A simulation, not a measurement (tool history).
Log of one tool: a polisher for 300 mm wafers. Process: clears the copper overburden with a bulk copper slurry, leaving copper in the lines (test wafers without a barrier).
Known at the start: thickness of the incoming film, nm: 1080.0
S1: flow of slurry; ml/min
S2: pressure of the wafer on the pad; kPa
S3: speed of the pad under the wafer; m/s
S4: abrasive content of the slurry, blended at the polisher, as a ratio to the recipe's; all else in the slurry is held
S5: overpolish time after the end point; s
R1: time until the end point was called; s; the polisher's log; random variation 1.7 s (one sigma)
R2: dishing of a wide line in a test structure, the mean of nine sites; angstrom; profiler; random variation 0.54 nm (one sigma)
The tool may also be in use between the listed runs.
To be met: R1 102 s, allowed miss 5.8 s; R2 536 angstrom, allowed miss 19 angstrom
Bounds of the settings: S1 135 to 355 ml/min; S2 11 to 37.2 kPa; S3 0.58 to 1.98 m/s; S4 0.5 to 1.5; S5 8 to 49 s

run  hour   S1    S2    S3  S4  S5      R1      R2
  1     0  225  24.1  1.28   1  25  61.396  578.69
  2     3  225  21.4  1.26   1  25  75.113  570.01
  3  11.2  225    20  1.26   1  21  76.296  561.75
  4  17.8  225    20  1.26   1  10  76.319  464.06
  5  24.7  225    20  1.26   1  20  77.562  546.53
  6  31.7  225  18.6  1.26   1  19  82.815  537.92
  7  36.9  225  17.9  1.26   1  19  88.914  542.75
  8  39.4  225  17.2  1.26   1  19   89.06  532.96
  9  48.3  225  16.5  1.26   1  19  93.965  519.31
 10    56  225  16.5  1.26   1  20  92.257   530.4
 11  63.9  225  14.5   1.2   1  28  111.76  525.87

Which of these 5 next moves meets every target?
  A  71.8  235  16.5  1.18  0.75  24   ?   ?
  B  71.8  245  14.5     1   1.1  24   ?   ?
  C  71.8  220  15.9  1.38   1.1  18   ?   ?
  D  71.8  230  15.9  0.92   1.1  43   ?   ?
  E  71.8  295  14.5  1.18   0.9  25   ?   ?

move      R1      R2
   A  102.79  529.94
   B  121.15  506.34
   C  87.529  516.38
   D  118.85  545.11
   E  109.88   517.8
A: meets every target
B: further off than the last run
C: takes the result that was furthest off past its target
D: further off than the last run
E: nearer than the last run, and not there yet
The right move is A.
